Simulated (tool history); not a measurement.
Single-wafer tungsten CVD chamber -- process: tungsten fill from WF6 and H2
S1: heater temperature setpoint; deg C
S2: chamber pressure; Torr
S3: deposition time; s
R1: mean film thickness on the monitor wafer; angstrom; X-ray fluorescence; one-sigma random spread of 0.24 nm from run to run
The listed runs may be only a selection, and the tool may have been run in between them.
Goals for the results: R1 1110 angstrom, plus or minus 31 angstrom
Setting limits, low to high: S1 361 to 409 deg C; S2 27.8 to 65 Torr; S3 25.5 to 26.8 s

run,hour,S1,S2,S3,R1
1,0,385,46.4,26.8,761.25
2,4.1,376,46.4,26.8,620.31
3,12.3,376,49.4,26.8,634.41
4,15.5,382,49.9,26.8,732.02
5,18.1,382,54.8,26.8,757.94
6,25.7,386,55.1,26.8,830.6
7,27.3,389,55.4,26.8,889.77
8,33,389,55.4,26.8,890.41
9,36,392,55.6,26.8,946.44
10,39.2,392,55.6,26.8,947.04
11,41.2,394,55.7,26.8,995.3

Exactly one of the 5 candidate moves below puts every result within its allowed miss. Which one?
A,43.2,387,56.6,25.8,?
B,43.2,398,48.6,25.5,?
C,43.2,387,43.2,26.8,?
D,43.2,400,65,26.8,?
E,43.2,401,49.5,26.8,?

move,R1
A,826.89
B,981.09
C,779.15
D,1194.8
E,1103.5
A: further off than the last run
B: further off than the last run
C: further off than the last run
D: carries the result that was furthest off beyond its target, to the other side
E: meets every target
The right move is E.
